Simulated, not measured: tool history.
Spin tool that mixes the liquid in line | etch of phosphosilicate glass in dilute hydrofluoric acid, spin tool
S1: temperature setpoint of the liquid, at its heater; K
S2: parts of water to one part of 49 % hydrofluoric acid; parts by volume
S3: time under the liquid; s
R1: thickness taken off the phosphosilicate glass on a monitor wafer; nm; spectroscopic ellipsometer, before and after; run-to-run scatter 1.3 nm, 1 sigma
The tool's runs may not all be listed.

{"run": 1, "day": 0.0, "S1": 299.15, "S2": 50, "S3": 50, "R1": 102.37}
{"run": 2, "day": 0.258, "S1": 296.15, "S2": 50, "S3": 50, "R1": 88.758}
{"run": 3, "day": 0.529, "S1": 298.15, "S2": 50, "S3": 50, "R1": 96.299}
{"run": 4, "day": 0.888, "S1": 299.65, "S2": 50, "S3": 50, "R1": 101.95}
{"run": 5, "day": 1.092, "S1": 298.15, "S2": 50, "S3": 50, "R1": 96.443}
{"run": 6, "day": 1.321, "S1": 299.65, "S2": 50, "S3": 50, "R1": 101.48}
{"run": 7, "day": 1.596, "S1": 301.15, "S2": 50, "S3": 50, "R1": 109.22}
{"run": 8, "day": 1.871, "S1": 302.15, "S2": 50, "S3": 50, "R1": 111.76}
{"run": 9, "day": 2.242, "S1": 302.15, "S2": 50, "S3": 50, "R1": 112.27}
{"run": 10, "day": 2.483, "S1": 303.15, "S2": 50, "S3": 50, "R1": 117.06}

Run 11, settings as shown, results not yet in. Your forecast:
{"run": 11, "day": 2.612, "S1": 303.65, "S2": 50, "S3": 50, "R1": "?"}

R1: 119.67 nm

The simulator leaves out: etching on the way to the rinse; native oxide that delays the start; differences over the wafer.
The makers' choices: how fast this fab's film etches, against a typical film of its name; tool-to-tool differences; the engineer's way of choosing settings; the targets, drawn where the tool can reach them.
